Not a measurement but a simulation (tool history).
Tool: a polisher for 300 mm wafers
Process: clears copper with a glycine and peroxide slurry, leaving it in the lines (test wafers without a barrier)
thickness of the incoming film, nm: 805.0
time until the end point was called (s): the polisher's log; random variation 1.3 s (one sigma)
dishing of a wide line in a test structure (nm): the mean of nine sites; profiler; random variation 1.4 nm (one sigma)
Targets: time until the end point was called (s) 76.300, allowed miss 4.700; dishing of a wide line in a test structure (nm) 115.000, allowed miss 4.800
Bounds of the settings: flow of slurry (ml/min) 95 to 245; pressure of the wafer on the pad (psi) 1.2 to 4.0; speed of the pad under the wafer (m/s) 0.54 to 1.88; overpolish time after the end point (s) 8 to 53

run	hour	flow of slurry (ml/min)	pressure of the wafer on the pad (psi)	speed of the pad under the wafer (m/s)	overpolish time after the end point (s)	time until the end point was called (s)	dishing of a wide line in a test structure (nm)
1	0.0	155	2.6	1.20	27	138.820	96.717
2	9.0	155	2.8	1.20	27	125.370	102.990
3	10.7	155	2.4	1.20	27	142.060	94.325
4	18.0	120	2.4	1.20	27	152.050	87.505
5	21.1	120	3.0	1.20	27	127.380	100.320
6	27.8	105	3.0	1.20	27	130.290	97.226
7	35.2	115	3.1	1.22	26	123.820	102.210
8	37.9	125	3.2	1.24	24	116.980	100.210
9	39.6	140	3.9	1.50	17	79.859	102.870

Which of these 4 next moves meets every target?
A	41.3	100	3.6	1.68	25	?	?
B	41.3	125	4.0	1.88	17	?	?
C	41.3	110	4.0	1.88	17	?	?
D	41.3	170	3.9	1.54	19	?	?

move	time until the end point was called (s)	dishing of a wide line in a test structure (nm)
A	83.673	123.990
B	64.792	116.170
C	66.925	114.000
D	74.739	114.500
A: takes the result that was furthest off past its target
B: brings the result that was furthest off to its target, and leaves another outside
C: brings the result that was furthest off to its target, and leaves another outside
D: meets every target
Answer: D
